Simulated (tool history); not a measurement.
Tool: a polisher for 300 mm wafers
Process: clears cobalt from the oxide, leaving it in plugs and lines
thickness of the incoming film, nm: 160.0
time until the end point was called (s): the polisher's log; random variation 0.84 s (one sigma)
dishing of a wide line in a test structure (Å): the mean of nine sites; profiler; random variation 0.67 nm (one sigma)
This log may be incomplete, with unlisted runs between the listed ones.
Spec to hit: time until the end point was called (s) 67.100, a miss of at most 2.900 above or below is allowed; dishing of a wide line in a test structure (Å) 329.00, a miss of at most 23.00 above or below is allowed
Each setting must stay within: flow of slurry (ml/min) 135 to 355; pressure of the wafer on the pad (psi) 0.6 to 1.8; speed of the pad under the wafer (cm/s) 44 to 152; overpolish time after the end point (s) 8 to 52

| run | hour | flow of slurry (ml/min) | pressure of the wafer on the pad (psi) | speed of the pad under the wafer (cm/s) | overpolish time after the end point (s) | time until the end point was called (s) | dishing of a wide line in a test structure (Å) |
|---|---|---|---|---|---|---|---|
| 1 | 0.0 | 225 | 1.2 | 98 | 26 | 69.785 | 441.98 |
| 2 | 4.4 | 185 | 1.2 | 98 | 26 | 68.931 | 444.75 |
| 3 | 10.4 | 185 | 1.2 | 110 | 26 | 62.765 | 475.01 |
| 4 | 11.3 | 185 | 1.2 | 110 | 22 | 61.263 | 434.37 |
| 5 | 18.7 | 185 | 1.2 | 110 | 30 | 61.825 | 516.11 |
| 6 | 24.3 | 185 | 1.2 | 110 | 39 | 61.418 | 581.38 |
| 7 | 29.2 | 180 | 1.2 | 110 | 32 | 61.672 | 533.41 |
| 8 | 37.2 | 180 | 1.2 | 110 | 27 | 60.735 | 465.22 |
| 9 | 38.0 | 180 | 1.0 | 110 | 15 | 72.782 | 276.90 |

Which one of the following 5 next-run settings gets every result inside its allowed miss? There is exactly one.
| A | 38.8 | 220 | 1.0 | 122 | 17 | ? | ? |
| B | 38.8 | 175 | 1.2 | 106 | 13 | ? | ? |
| C | 38.8 | 195 | 1.0 | 98 | 20 | ? | ? |
| D | 38.8 | 160 | 1.2 | 82 | 24 | ? | ? |
| E | 38.8 | 160 | 0.9 | 112 | 17 | ? | ? |

| move | time until the end point was called (s) | dishing of a wide line in a test structure (Å) |
|---|---|---|
| A | 66.935 | 349.90 |
| B | 65.705 | 288.04 |
| C | 83.301 | 335.77 |
| D | 84.340 | 381.15 |
| E | 83.276 | 295.71 |
A: hits every target within its allowed miss
B: closer than the last run, but not yet in spec
C: brings the last run's worst result on target, with another outside its allowed miss
D: pushes the last run's worst result past its target
E: its largest miss is bigger than the last run's
Move A is the one to make.

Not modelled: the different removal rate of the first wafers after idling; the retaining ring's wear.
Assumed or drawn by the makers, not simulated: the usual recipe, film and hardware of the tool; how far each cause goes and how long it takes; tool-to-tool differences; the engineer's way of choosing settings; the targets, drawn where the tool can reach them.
